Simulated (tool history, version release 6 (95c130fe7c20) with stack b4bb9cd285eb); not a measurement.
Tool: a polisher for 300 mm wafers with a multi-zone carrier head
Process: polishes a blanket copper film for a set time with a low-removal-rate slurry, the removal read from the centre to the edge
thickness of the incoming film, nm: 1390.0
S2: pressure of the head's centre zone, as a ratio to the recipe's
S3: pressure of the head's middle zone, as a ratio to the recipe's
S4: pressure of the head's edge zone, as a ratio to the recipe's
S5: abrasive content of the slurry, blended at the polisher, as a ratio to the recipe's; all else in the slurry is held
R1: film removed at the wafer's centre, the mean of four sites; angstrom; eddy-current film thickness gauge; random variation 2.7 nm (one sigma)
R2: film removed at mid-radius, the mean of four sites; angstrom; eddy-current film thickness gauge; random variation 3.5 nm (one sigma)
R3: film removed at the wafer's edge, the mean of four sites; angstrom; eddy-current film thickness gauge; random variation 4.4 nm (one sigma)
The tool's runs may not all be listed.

{"run": 1, "hour": 0.0, "flow of slurry (ml/min)": 120, "S2": 1, "S3": 1, "S4": 1, "S5": 1, "polishing time (s)": 77, "R1": 2046.9, "R2": 2127.8, "R3": 2156.5}
{"run": 2, "hour": 3.9, "flow of slurry (ml/min)": 145, "S2": 1, "S3": 1, "S4": 1, "S5": 1, "polishing time (s)": 77, "R1": 2100.3, "R2": 2216.7, "R3": 2212.6}
{"run": 3, "hour": 4.7, "flow of slurry (ml/min)": 150, "S2": 1.02, "S3": 1.02, "S4": 1.03, "S5": 1.1, "polishing time (s)": 80, "R1": 2337.5, "R2": 2459, "R3": 2419.6}
{"run": 4, "hour": 13.4, "flow of slurry (ml/min)": 150, "S2": 1.03, "S3": 1.03, "S4": 1.06, "S5": 1.2, "polishing time (s)": 81, "R1": 2428.9, "R2": 2597, "R3": 2503.1}
{"run": 5, "hour": 16.0, "flow of slurry (ml/min)": 150, "S2": 1.03, "S3": 1.03, "S4": 1.06, "S5": 1, "polishing time (s)": 81, "R1": 2304, "R2": 2415.5, "R3": 2402.9}
{"run": 6, "hour": 21.3, "flow of slurry (ml/min)": 150, "S2": 1.03, "S3": 1.03, "S4": 1.08, "S5": 1.1, "polishing time (s)": 83, "R1": 2417.4, "R2": 2550.6, "R3": 2556}
{"run": 7, "hour": 27.5, "flow of slurry (ml/min)": 150, "S2": 1.04, "S3": 1.04, "S4": 1.1, "S5": 1.2, "polishing time (s)": 84, "R1": 2531.6, "R2": 2681.5, "R3": 2642.2}
{"hour": 32.5, "done": "centre zone pressure recalibrated"}
{"run": 8, "hour": 32.5, "flow of slurry (ml/min)": 155, "S2": 1.04, "S3": 1.04, "S4": 1.11, "S5": 1.25, "polishing time (s)": 85, "R1": 2821, "R2": 2790.7, "R3": 2724.3}

The next listed run, before its measurement:
{"run": 9, "hour": 39.1, "flow of slurry (ml/min)": 155, "S2": 1.01, "S3": 1.05, "S4": 1.13, "S5": 1.25, "polishing time (s)": 86, "R1": "?", "R2": "?", "R3": "?"}

Run 9 gave R1 2764.2 angstrom, R2 2802.9 angstrom, R3 2921.7 angstrom.

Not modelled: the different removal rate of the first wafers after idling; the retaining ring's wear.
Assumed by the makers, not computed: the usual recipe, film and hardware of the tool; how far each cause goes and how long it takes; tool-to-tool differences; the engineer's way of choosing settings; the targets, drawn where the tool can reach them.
